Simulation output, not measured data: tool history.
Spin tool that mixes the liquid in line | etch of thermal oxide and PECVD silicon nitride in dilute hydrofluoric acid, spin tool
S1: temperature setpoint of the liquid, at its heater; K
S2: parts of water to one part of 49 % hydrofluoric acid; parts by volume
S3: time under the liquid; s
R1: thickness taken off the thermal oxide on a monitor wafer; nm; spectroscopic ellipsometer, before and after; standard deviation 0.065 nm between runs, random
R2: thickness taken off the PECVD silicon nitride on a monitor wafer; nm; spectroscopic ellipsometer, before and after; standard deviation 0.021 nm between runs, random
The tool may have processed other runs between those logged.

Run 1, hour 0: S1 297.15 K, S2 60 parts by volume, S3 180 s. Result: R1 15.798 nm, R2 6.7409 nm.
Run 2, hour 2.7: S1 297.15 K, S2 65 parts by volume, S3 180 s. Result: R1 14.442 nm, R2 6.257 nm.
Run 3, hour 9.1: S1 297.15 K, S2 70 parts by volume, S3 180 s. Result: R1 13.525 nm, R2 5.8222 nm.
Run 4, hour 10.8: S1 297.15 K, S2 50 parts by volume, S3 180 s. Result: R1 19.126 nm, R2 8.1295 nm.
Run 5, hour 18.3: S1 297.15 K, S2 55 parts by volume, S3 180 s. Result: R1 17.382 nm, R2 7.3597 nm.
Run 6, hour 25.8: S1 297.15 K, S2 55 parts by volume, S3 255 s. Result: R1 24.652 nm, R2 10.472 nm.
Run 7, hour 34.4: S1 294.65 K, S2 80 parts by volume, S3 270 s. Result: R1 15.667 nm, R2 6.4382 nm.
Run 8, hour 39.4: S1 294.65 K, S2 85 parts by volume, S3 270 s. Result: R1 14.641 nm, R2 6.0917 nm.
Run 9, hour 43.2: S1 294.65 K, S2 90 parts by volume, S3 270 s. Result: R1 13.729 nm, R2 5.7595 nm.
Run 10, hour 46.2: S1 294.65 K, S2 95 parts by volume, S3 270 s. Result: R1 13.034 nm, R2 5.4745 nm.
Run 11, hour 53: S1 295.65 K, S2 110 parts by volume, S3 275 s. Result: R1 11.661 nm, R2 5.1559 nm.

Run 12 has not been measured yet. What should we expect?
Run 12, hour 58.9: S1 295.65 K, S2 110 parts by volume, S3 270 s. Result: R1 ?, R2 ?.

Logged for run 12: R1 11.326 nm, R2 5.0395 nm.
